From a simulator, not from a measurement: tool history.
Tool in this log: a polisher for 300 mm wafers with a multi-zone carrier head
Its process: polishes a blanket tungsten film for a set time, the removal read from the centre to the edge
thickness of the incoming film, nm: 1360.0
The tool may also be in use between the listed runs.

run  hour  flow of slurry (ml/min)  pressure of the head's centre zone  pressure of the head's middle zone  pressure of the head's edge zone  abrasive content of the slurry  polishing time (s)  film removed at the wafer's centre (angstrom)  film removed at mid-radius (angstrom)  film removed at the wafer's edge (angstrom)
  1   0.0                      245                                1.00                                1.00                              1.00                            1.00                  32                                        1008.50                                1021.10                                      1040.20
  2   3.4                      245                                1.00                                1.00                              1.03                            1.00                  32                                        1026.10                                1033.30                                      1059.90
  3  10.8                      245                                1.06                                1.00                              1.03                            1.00                  32                                        1069.90                                1014.20                                      1057.20
  4  15.8                      245                                1.06                                1.00                              1.03                            1.00                  28                                         963.74                                 928.36                                       933.75
  5  17.2                      245                                1.06                                1.00                              1.03                            1.10                  28                                        1000.90                                 940.13                                       954.88
  6  21.4                      245                                1.03                                1.01                              1.01                            0.95                  27                                         885.20                                 864.60                                       861.88
  7  28.0                      240                                0.98                                1.02                              0.99                            0.90                  27                                         832.50                                 867.75                                       850.98
  8  29.9                      240                                0.95                                1.03                              0.97                            0.85                  27                                         775.94                                 856.21                                       826.89
  9  31.1                      240                                0.93                                1.03                              0.95                            0.80                  27                                         740.49                                 827.33                                       796.44
 10  39.0                      240                                0.91                                1.03                              0.93                            0.80                  27                                         734.86                                 829.79                                       777.46

Run 11 is up next; what results do you expect?
 11  39.7                      240                                0.89                                1.03                              0.92                            0.80                  27                                              ?                                      ?                                            ?

{"run 11": {"film removed at the wafer's centre (angstrom)": 715.39, "film removed at mid-radius (angstrom)": 811.92, "film removed at the wafer's edge (angstrom)": 802.7}}
